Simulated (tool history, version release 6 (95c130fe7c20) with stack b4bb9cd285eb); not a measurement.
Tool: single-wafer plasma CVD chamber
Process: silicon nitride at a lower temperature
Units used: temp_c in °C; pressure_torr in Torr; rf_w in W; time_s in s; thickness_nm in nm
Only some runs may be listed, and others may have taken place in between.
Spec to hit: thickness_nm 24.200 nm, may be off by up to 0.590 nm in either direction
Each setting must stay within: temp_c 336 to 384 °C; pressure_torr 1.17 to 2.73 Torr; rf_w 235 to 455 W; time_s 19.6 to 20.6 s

| run | day | temp_c | pressure_torr | rf_w | time_s | thickness_nm |
|---|---|---|---|---|---|---|
| 1 | 0.000 | 360 | 1.95 | 345 | 20.6 | 29.638 |
| 2 | 0.254 | 360 | 1.95 | 365 | 20.6 | 30.299 |
| 3 | 0.438 | 367 | 1.95 | 365 | 20.6 | 30.281 |
| 4 | 0.458 | 367 | 1.95 | 365 | 19.6 | 28.625 |
| 5 | 0.608 | 367 | 1.95 | 365 | 20.6 | 30.391 |
| 6 | 0.667 | 367 | 1.95 | 385 | 20.6 | 31.501 |
| 7 | 0.871 | 367 | 1.79 | 355 | 20.4 | 28.764 |
| 8 | 0.929 | 367 | 1.65 | 335 | 20.3 | 26.677 |
| 9 | 1.183 | 367 | 1.26 | 315 | 20.2 | 22.686 |
| 10 | 1.258 | 367 | 1.33 | 315 | 20.2 | 23.287 |
| 11 | 1.321 | 367 | 1.37 | 315 | 20.2 | 23.398 |
| 12 | 1.596 | 367 | 1.53 | 325 | 20.2 | 25.222 |
| 13 | 1.888 | 367 | 1.49 | 325 | 20.2 | 24.818 |

Which of these 4 next moves meets every target?
| A | 2.179 | 370 | 1.51 | 340 | 19.9 | ? |
| B | 2.179 | 367 | 1.38 | 345 | 19.6 | ? |
| C | 2.179 | 370 | 1.56 | 330 | 20.4 | ? |
| D | 2.179 | 359 | 1.33 | 340 | 20.6 | ? |

| move | thickness_nm |
|---|---|
| A | 25.331 |
| B | 24.317 |
| C | 25.754 |
| D | 24.989 |
A: moves away from the targets compared with the last run
B: all results land within tolerance of their targets
C: moves away from the targets compared with the last run
D: moves away from the targets compared with the last run
Answer: B

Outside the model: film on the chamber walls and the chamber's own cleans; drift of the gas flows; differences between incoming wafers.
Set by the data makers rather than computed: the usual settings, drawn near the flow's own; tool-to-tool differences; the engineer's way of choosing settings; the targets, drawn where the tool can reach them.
